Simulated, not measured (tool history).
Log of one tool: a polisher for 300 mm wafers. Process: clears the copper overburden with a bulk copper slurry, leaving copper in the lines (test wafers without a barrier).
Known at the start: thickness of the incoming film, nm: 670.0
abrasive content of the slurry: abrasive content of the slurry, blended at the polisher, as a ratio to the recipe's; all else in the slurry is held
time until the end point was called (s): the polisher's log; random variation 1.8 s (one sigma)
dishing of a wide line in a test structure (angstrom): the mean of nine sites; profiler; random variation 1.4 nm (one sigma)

| run | hour | flow of slurry (ml/min) | pressure of the wafer on the pad (kPa) | speed of the pad under the wafer (cm/s) | abrasive content of the slurry | overpolish time after the end point (s) | time until the end point was called (s) | dishing of a wide line in a test structure (angstrom) |
|---|---|---|---|---|---|---|---|---|
| 1 | 0 | 180 | 15.2 | 130 | 1 | 25 | 69.982 | 1058.7 |
| 2 | 2.1 | 180 | 14.5 | 130 | 1 | 26 | 74.593 | 1083.7 |
| 3 | 10.7 | 180 | 14.5 | 130 | 1.15 | 26 | 72.204 | 1063.6 |
| 4 | 17.8 | 180 | 14.5 | 160 | 1.15 | 26 | 60.627 | 1181.1 |
| 5 | 26.3 | 180 | 14.5 | 160 | 1.15 | 31 | 61.215 | 1228.2 |
| 6 | 33.2 | 180 | 14.5 | 136 | 1.15 | 31 | 71.136 | 1190.6 |
| 7 | 39 | 180 | 14.5 | 136 | 1.15 | 31 | 67.971 | 1180.6 |
| 8 | 46.4 | 180 | 13.1 | 136 | 1.15 | 30 | 76.502 | 1081.1 |
| 9 | 49.8 | 180 | 12.4 | 136 | 1.15 | 30 | 77.618 | 1044.3 |
| 10 | 53.7 | 180 | 11.7 | 134 | 1.15 | 31 | 85.071 | 985.97 |
| 11 | 61.3 | 180 | 11 | 134 | 1.15 | 32 | 90.332 | 1014.5 |
| 12 | 64.7 | 180 | 10.3 | 134 | 1.15 | 31 | 95.34 | 947.99 |

Run 13 comes next. What will it give?
| 13 | 68.6 | 180 | 9.7 | 134 | 1.15 | 31 | ? | ? |

{"run 13": {"time until the end point was called (s)": 100.42, "dishing of a wide line in a test structure (angstrom)": 927.82}}
